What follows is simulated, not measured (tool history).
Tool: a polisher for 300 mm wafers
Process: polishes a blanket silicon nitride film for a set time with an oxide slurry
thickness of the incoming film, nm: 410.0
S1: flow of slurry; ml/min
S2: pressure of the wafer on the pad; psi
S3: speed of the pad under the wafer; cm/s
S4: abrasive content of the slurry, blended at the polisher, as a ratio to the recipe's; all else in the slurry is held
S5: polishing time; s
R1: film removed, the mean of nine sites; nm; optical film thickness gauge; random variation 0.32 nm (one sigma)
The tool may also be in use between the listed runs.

run,hour,S1,S2,S3,S4,S5,R1
1,0.0,230,3.8,92,1.0,93,62.314
2,4.0,230,3.8,92,1.0,93,61.730
3,10.1,225,3.7,92,1.0,93,60.481
4,14.7,225,3.7,92,1.0,98,64.246
5,21.2,280,3.7,92,1.0,98,65.784
6,27.7,280,3.7,104,1.0,98,72.905
7,30.9,275,3.4,104,1.0,98,69.644
8,38.8,270,3.1,104,1.0,98,65.329

Run 9 comes next. What will it give?
9,43.3,270,2.8,104,1.0,98,?

R1: 61.950 nm
